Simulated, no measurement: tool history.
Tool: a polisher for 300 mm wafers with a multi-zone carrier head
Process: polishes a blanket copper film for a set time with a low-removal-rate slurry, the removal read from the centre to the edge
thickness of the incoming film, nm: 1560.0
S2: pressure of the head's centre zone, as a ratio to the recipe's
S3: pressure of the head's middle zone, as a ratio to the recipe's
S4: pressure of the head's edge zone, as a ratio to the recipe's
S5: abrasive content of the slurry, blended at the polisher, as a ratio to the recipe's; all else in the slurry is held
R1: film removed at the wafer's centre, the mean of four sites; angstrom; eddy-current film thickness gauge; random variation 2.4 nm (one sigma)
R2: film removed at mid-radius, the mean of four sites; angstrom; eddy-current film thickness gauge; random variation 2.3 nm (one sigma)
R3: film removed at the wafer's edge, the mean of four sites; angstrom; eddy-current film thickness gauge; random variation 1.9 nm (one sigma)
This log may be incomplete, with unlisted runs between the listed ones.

run 1 hour=0.0 | flow_of_slurry_(ml/min)=125 S2=1.00 S3=1.00 S4=1.00 S5=1.00 polishing_time_(s)=64 | R1=1755.9 R2=1785.1 R3=1812.4
run 2 hour=1.3 | flow_of_slurry_(ml/min)=130 S2=0.99 S3=1.01 S4=1.02 S5=1.05 polishing_time_(s)=65 | R1=1863.7 R2=1830.2 R3=1883.4
run 3 hour=8.4 | flow_of_slurry_(ml/min)=145 S2=0.99 S3=1.01 S4=1.02 S5=1.05 polishing_time_(s)=65 | R1=1851.5 R2=1863.6 R3=1927.1
run 4 hour=15.4 | flow_of_slurry_(ml/min)=160 S2=0.99 S3=1.01 S4=1.02 S5=1.05 polishing_time_(s)=65 | R1=1907.0 R2=1890.0 R3=1943.1
run 5 hour=22.5 | flow_of_slurry_(ml/min)=160 S2=0.99 S3=1.01 S4=1.02 S5=1.05 polishing_time_(s)=73 | R1=2134.1 R2=2138.1 R3=2186.3
run 6 hour=28.2 | flow_of_slurry_(ml/min)=185 S2=0.99 S3=1.01 S4=1.02 S5=1.05 polishing_time_(s)=73 | R1=2159.2 R2=2220.3 R3=2230.7
run 7 hour=35.7 | flow_of_slurry_(ml/min)=185 S2=0.98 S3=1.02 S4=1.03 S5=1.05 polishing_time_(s)=73 | R1=2196.6 R2=2288.5 R3=2220.9
run 8 hour=40.5 | flow_of_slurry_(ml/min)=175 S2=0.88 S3=0.95 S4=1.13 S5=1.30 polishing_time_(s)=74 | R1=2042.6 R2=2214.3 R3=2434.6
run 9 hour=44.4 | flow_of_slurry_(ml/min)=175 S2=0.88 S3=0.96 S4=1.13 S5=1.30 polishing_time_(s)=74 | R1=2013.1 R2=2235.0 R3=2449.3
run 10 hour=46.4 | flow_of_slurry_(ml/min)=175 S2=0.88 S3=0.97 S4=1.13 S5=1.30 polishing_time_(s)=74 | R1=2084.4 R2=2239.9 R3=2444.7

Expected results for the next run?
run 11 hour=50.9 | flow_of_slurry_(ml/min)=175 S2=0.87 S3=0.98 S4=1.13 S5=1.30 polishing_time_(s)=74 | R1=? R2=? R3=?

R1: 2033.6 angstrom
R2: 2262.4 angstrom
R3: 2445.5 angstrom
